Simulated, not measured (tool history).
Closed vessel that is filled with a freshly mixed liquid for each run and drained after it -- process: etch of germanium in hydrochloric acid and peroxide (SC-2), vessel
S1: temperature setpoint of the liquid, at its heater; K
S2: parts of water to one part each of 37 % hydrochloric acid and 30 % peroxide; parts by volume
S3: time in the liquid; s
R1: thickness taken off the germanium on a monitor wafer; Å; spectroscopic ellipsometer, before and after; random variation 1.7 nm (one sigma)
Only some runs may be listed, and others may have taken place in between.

run,day,S1,S2,S3,R1
1,0.000,334.15,6.5,95,3875.6
2,0.133,334.15,6.5,100,4097.5
3,0.371,334.15,4.5,100,4165.7
4,0.479,331.65,4.5,100,3865.0
5,0.542,331.65,4.0,100,3812.5
6,0.746,331.65,4.0,95,3695.1
7,0.983,329.65,4.0,95,3486.0
8,1.200,328.15,4.0,95,3269.8
9,1.521,327.15,4.0,95,3190.5
10,1.662,326.15,4.0,95,3091.7
11,1.775,325.65,4.0,95,3070.4
12,1.858,325.15,4.0,95,2984.4

Run 13, settings as shown, results not yet in. Your forecast:
13,2.025,324.65,4.0,95,?

{"run 13": {"R1": 2939.0}}

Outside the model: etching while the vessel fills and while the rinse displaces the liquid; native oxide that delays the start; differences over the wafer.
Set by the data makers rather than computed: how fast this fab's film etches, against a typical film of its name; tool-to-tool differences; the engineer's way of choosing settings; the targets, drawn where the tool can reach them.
